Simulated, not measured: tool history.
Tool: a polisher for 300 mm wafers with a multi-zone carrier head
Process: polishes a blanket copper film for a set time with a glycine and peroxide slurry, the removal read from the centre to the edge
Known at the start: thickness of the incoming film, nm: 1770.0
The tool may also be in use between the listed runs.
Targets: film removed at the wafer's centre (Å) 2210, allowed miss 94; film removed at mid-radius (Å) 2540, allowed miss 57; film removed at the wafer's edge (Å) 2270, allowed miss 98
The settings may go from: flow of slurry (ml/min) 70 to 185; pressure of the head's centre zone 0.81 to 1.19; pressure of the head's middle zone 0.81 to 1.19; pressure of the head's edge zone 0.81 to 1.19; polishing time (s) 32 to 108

| run | hour | flow of slurry (ml/min) | pressure of the head's centre zone | pressure of the head's middle zone | pressure of the head's edge zone | polishing time (s) | film removed at the wafer's centre (Å) | film removed at mid-radius (Å) | film removed at the wafer's edge (Å) |
|---|---|---|---|---|---|---|---|---|---|
| 1 | 0 | 120 | 1 | 1 | 1 | 70 | 3474.5 | 3800.5 | 3779.6 |
| 2 | 8.5 | 120 | 1.03 | 1 | 1 | 70 | 3692.6 | 3772.5 | 3706.1 |
| 3 | 16.9 | 120 | 1.03 | 0.94 | 1 | 70 | 3653.2 | 3635.8 | 3840.6 |
| 4 | 22.9 | 120 | 1.03 | 0.94 | 1 | 61 | 3123.5 | 3120.6 | 3312.2 |
| 5 | 31.7 | 120 | 1.03 | 0.94 | 1.07 | 61 | 3185.4 | 3160 | 3378.6 |
| 6 | 38.2 | 115 | 1.03 | 0.97 | 1.05 | 58 | 3039.7 | 3065 | 3239.7 |
| 7 | 40.3 | 115 | 1.03 | 0.97 | 1.05 | 58 | 3074.7 | 3078.3 | 3197.7 |
| 8 | 44.5 | 115 | 1.02 | 0.99 | 1.03 | 55 | 2814.9 | 2945 | 3002 |
| 9 | 49.7 | 115 | 1.02 | 1.01 | 1 | 53 | 2722.9 | 2861.4 | 2875.8 |
| 10 | 52.3 | 110 | 1.02 | 1.03 | 0.97 | 52 | 2643.8 | 2830.2 | 2679.9 |
| 11 | 58.2 | 105 | 1.01 | 1.03 | 0.95 | 52 | 2579.1 | 2784 | 2703.4 |
| 12 | 61.9 | 115 | 1.01 | 1.11 | 0.92 | 37 | 1910 | 2193.7 | 1858.8 |
|  | 67.4 | centre zone pressure recalibrated |
| 13 | 67.4 | 115 | 1.01 | 1.11 | 0.95 | 38 | 2127.3 | 2253.7 | 2023.6 |
| 14 | 72.8 | 115 | 0.99 | 1.12 | 0.96 | 39 | 2122.8 | 2316.7 | 2032.6 |
| 15 | 78.4 | 115 | 0.97 | 1.12 | 0.97 | 40 | 2112.9 | 2391.6 | 2129.1 |
| 16 | 85.8 | 115 | 0.96 | 1.13 | 0.98 | 40 | 2085.3 | 2422.9 | 2102 |
| 17 | 87.8 | 115 | 0.96 | 1.13 | 0.99 | 40 | 2116.2 | 2389.7 | 2144.8 |
| 18 | 95.7 | 120 | 0.95 | 1.13 | 1 | 40 | 2117.7 | 2431 | 2169.8 |
| 19 | 103 | 125 | 0.95 | 1.13 | 1.01 | 40 | 2154.6 | 2444.9 | 2198.3 |

Which of these 5 next moves meets every target?
| A | 110.3 | 130 | 0.84 | 1.03 | 1.11 | 40 | ? | ? | ? |
| B | 110.3 | 110 | 0.83 | 1.06 | 1 | 46 | ? | ? | ? |
| C | 110.3 | 110 | 0.84 | 1.14 | 0.93 | 44 | ? | ? | ? |
| D | 110.3 | 100 | 0.91 | 1.08 | 0.9 | 46 | ? | ? | ? |
| E | 110.3 | 115 | 0.96 | 1.11 | 0.99 | 40 | ? | ? | ? |

| move | film removed at the wafer's centre (Å) | film removed at mid-radius (Å) | film removed at the wafer's edge (Å) |
|---|---|---|---|
| A | 1958 | 2267.5 | 2246.4 |
| B | 2132.2 | 2571.6 | 2386.9 |
| C | 2062.4 | 2618.1 | 2203.5 |
| D | 2249.6 | 2548.6 | 2232.8 |
| E | 2138.5 | 2349.9 | 2079.7 |
A: further off than the last run
B: brings the result that was furthest off to its target, and leaves another outside
C: takes the result that was furthest off past its target
D: meets every target
E: further off than the last run
The right move is D.

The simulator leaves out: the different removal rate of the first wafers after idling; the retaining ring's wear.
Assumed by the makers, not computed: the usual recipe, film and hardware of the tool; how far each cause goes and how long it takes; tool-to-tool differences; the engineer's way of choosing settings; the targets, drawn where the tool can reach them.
